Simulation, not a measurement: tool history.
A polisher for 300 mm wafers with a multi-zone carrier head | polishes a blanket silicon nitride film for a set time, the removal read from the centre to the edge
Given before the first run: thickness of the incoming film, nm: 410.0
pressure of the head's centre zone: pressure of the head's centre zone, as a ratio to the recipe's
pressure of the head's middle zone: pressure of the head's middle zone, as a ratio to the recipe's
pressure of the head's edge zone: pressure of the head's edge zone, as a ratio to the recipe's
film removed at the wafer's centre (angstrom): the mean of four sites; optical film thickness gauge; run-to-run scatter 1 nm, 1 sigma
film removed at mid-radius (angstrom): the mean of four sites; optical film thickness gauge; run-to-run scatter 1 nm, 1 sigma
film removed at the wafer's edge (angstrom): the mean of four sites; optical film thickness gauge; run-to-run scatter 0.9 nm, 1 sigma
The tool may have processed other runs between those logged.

run    day  flow of slurry (ml/min)  pressure of the head's centre zone  pressure of the head's middle zone  pressure of the head's edge zone  polishing time (s)  film removed at the wafer's centre (angstrom)  film removed at mid-radius (angstrom)  film removed at the wafer's edge (angstrom)
  1  0.000                      130                                1.00                                1.00                              1.00                  39                                         589.70                                 580.36                                       591.37
  2  0.329                      130                                1.00                                1.00                              1.00                  47                                         709.81                                 709.61                                       719.95
  3  0.571                      130                                1.00                                0.92                              1.00                  47                                         721.92                                 659.12                                       707.34
  4  0.929                      135                                1.01                                0.94                              1.01                  47                                         730.46                                 672.26                                       716.13
  5  1.175                      135                                1.01                                0.87                              1.01                  47                                         719.91                                 648.58                                       721.24
  6  1.388                      140                                1.02                                0.90                              1.02                  48                                         766.39                                 663.56                                       744.64
  7  1.696                      170                                0.94                                1.00                              0.92                  56                                         855.85                                 878.38                                       850.47
  8  1.862                      170                                0.95                                1.00                              0.92                  56                                         860.24                                 897.94                                       872.99
  9  2.100                      170                                0.96                                0.99                              0.91                  56                                         873.62                                 870.17                                       843.97
     2.467  -- worn pad replaced by a new one
 10  2.467                      175                                0.98                                0.98                              0.92                  56                                         953.61                                 933.63                                       921.06

Run 11 has not been measured yet. What should we expect?
 11  2.783                      155                                0.99                                0.96                              0.86                  56                                              ?                                      ?                                            ?

film removed at the wafer's centre (angstrom): 933.40
film removed at mid-radius (angstrom): 896.12
film removed at the wafer's edge (angstrom): 881.10
